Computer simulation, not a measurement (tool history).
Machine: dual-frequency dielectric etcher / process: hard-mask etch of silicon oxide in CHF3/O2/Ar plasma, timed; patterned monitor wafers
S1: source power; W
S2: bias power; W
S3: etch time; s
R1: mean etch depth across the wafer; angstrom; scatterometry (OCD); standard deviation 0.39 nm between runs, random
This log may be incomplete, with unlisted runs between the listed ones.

Run 1, hour 0.0: S1 790 W, S2 171 W, S3 36.5 s. Result: R1 843.22 angstrom.
Run 2, hour 2.4: S1 760 W, S2 168 W, S3 36.5 s. Result: R1 816.25 angstrom.
Run 3, hour 8.3: S1 740 W, S2 167 W, S3 36.5 s. Result: R1 797.86 angstrom.
Run 4, hour 16.5: S1 740 W, S2 167 W, S3 36.5 s. Result: R1 801.74 angstrom.
Run 5, hour 17.1: S1 740 W, S2 190 W, S3 36.5 s. Result: R1 850.70 angstrom.
Run 6, hour 17.8: S1 740 W, S2 190 W, S3 36.5 s. Result: R1 848.04 angstrom.
Run 7, hour 20.0: S1 710 W, S2 188 W, S3 36.5 s. Result: R1 826.01 angstrom.
Run 8, hour 24.7: S1 690 W, S2 187 W, S3 36.5 s. Result: R1 807.94 angstrom.
Run 9, hour 28.4: S1 670 W, S2 186 W, S3 36.5 s. Result: R1 798.17 angstrom.
Run 10, hour 32.5: S1 650 W, S2 185 W, S3 36.5 s. Result: R1 783.82 angstrom.
Run 11, hour 34.5: S1 490 W, S2 167 W, S3 36.5 s. Result: R1 630.00 angstrom.
Run 12, hour 41.0: S1 500 W, S2 167 W, S3 36.5 s. Result: R1 636.28 angstrom.
Run 13, hour 47.9: S1 500 W, S2 167 W, S3 36.5 s. Result: R1 643.81 angstrom.
Run 14, hour 52.4: S1 510 W, S2 167 W, S3 36.5 s. Result: R1 646.01 angstrom.
Run 15, hour 54.6: S1 520 W, S2 167 W, S3 36.5 s. Result: R1 654.41 angstrom.
Run 16, hour 61.5: S1 530 W, S2 167 W, S3 36.5 s. Result: R1 657.11 angstrom.
Run 17, hour 68.3: S1 530 W, S2 167 W, S3 36.5 s. Result: R1 660.18 angstrom.
Run 18, hour 70.2: S1 540 W, S2 167 W, S3 36.5 s. Result: R1 663.22 angstrom.

For run 19, what comes out?
Run 19, hour 70.8: S1 550 W, S2 167 W, S3 36.5 s. Result: R1 ?.

{"run 19": {"R1": 676.87}}

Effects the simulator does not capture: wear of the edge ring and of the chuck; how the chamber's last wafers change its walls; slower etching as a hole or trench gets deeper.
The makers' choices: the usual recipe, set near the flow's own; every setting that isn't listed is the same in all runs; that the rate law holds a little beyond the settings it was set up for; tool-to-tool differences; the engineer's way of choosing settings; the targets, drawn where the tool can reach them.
